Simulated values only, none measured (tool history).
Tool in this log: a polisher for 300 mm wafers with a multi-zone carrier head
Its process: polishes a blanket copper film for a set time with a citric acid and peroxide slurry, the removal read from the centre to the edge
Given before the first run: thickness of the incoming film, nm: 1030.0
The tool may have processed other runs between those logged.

run  hour  flow of slurry (ml/min)  pressure of the head's centre zone  pressure of the head's middle zone  pressure of the head's edge zone  abrasive content of the slurry  polishing time (s)  film removed at the wafer's centre (Å)  film removed at mid-radius (Å)  film removed at the wafer's edge (Å)
  1   0.0                      240                                1.00                                1.00                              1.00                            1.00                  44                                 1529.10                          1534.1                               1506.20
  2   0.7                      235                                0.98                                0.99                              0.98                            0.90                  42                                 1378.80                          1378.5                               1365.50
  3   6.2                      230                                0.96                                0.99                              0.96                            0.85                  41                                 1281.00                          1280.5                               1291.50
  4   7.0                      230                                0.95                                1.01                              0.94                            0.80                  40                                 1212.30                          1292.0                               1241.00
  5  11.5                      230                                0.94                                1.01                              0.92                            0.75                  39                                 1134.00                          1216.5                               1146.10
  6  18.2                      230                                0.94                                1.01                              0.84                            0.75                  39                                 1147.30                          1191.3                               1109.30
  7  24.6                      230                                0.93                                1.01                              0.84                            0.70                  38                                 1064.70                          1134.9                               1057.90
  8  30.3                      230                                0.93                                1.01                              0.84                            0.65                  37                                 1009.70                          1084.8                               1010.80

Run 9 comes next. What will it give?
  9  33.8                      230                                0.93                                1.01                              0.84                            0.65                  36                                       ?                               ?                                     ?

film removed at the wafer's centre (Å): 979.71
film removed at mid-radius (Å): 1052.3
film removed at the wafer's edge (Å): 981.62
